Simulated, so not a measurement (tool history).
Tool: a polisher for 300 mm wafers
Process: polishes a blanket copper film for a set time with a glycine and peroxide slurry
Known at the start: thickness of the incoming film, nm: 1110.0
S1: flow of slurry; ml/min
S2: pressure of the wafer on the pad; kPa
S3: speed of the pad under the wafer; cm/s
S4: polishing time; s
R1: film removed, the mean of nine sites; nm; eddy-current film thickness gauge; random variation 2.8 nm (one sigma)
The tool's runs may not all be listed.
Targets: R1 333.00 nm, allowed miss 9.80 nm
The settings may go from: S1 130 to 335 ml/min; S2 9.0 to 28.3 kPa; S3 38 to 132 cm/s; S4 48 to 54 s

run 1 day=0.000 | S1=215 S2=18.6 S3=84 S4=54 | R1=267.12
run 2 day=0.300 | S1=220 S2=20.0 S3=84 S4=54 | R1=281.03
run 3 day=0.342 | S1=220 S2=20.7 S3=84 S4=54 | R1=288.65
run 4 day=0.658 | S1=180 S2=20.7 S3=84 S4=54 | R1=278.80
run 5 day=0.929 | S1=195 S2=21.4 S3=84 S4=54 | R1=294.90
run 6 day=1.262 | S1=205 S2=22.1 S3=84 S4=54 | R1=299.76
run 7 day=1.388 | S1=210 S2=22.8 S3=84 S4=54 | R1=309.06
run 8 day=1.696 | S1=215 S2=23.4 S3=84 S4=54 | R1=325.38
run 9 day=1.725 | S1=220 S2=23.4 S3=84 S4=54 | R1=322.58

5 next moves are on the table. One of them brings every result within its allowed miss. Which?
run A day=1.754 | S1=230 S2=26.2 S3=82 S4=48 | R1=?
run B day=1.754 | S1=130 S2=24.8 S3=94 S4=50 | R1=?
run C day=1.754 | S1=220 S2=22.1 S3=96 S4=49 | R1=?
run D day=1.754 | S1=280 S2=22.1 S3=86 S4=53 | R1=?
run E day=1.754 | S1=245 S2=23.4 S3=90 S4=53 | R1=?

move=A R1=308.44
move=B R1=310.83
move=C R1=303.69
move=D R1=313.80
move=E R1=334.41
A: further off than the last run
B: further off than the last run
C: further off than the last run
D: further off than the last run
E: meets every target
Move E is the one to make.
